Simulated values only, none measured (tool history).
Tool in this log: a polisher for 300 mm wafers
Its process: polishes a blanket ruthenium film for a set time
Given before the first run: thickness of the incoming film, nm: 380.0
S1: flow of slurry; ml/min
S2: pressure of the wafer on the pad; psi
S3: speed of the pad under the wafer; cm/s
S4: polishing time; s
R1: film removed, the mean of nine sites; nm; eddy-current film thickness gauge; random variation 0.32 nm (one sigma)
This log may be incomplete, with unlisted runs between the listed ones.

{"run": 1, "day": 0.0, "S1": 240, "S2": 2.2, "S3": 84, "S4": 19, "R1": 16.07}
{"run": 2, "day": 0.142, "S1": 240, "S2": 2.2, "S3": 74, "S4": 19, "R1": 14.841}
{"run": 3, "day": 0.346, "S1": 240, "S2": 2.6, "S3": 76, "S4": 19, "R1": 17.435}
{"run": 4, "day": 0.529, "S1": 205, "S2": 2.6, "S3": 76, "S4": 19, "R1": 16.92}
{"run": 5, "day": 0.625, "S1": 205, "S2": 2.6, "S3": 90, "S4": 19, "R1": 19.487}
{"run": 6, "day": 0.992, "S1": 205, "S2": 2.6, "S3": 90, "S4": 19, "R1": 20.005}

For run 7, what comes out?
{"run": 7, "day": 1.146, "S1": 210, "S2": 2.8, "S3": 90, "S4": 19, "R1": "?"}

{"run 7": {"R1": 21.653}}
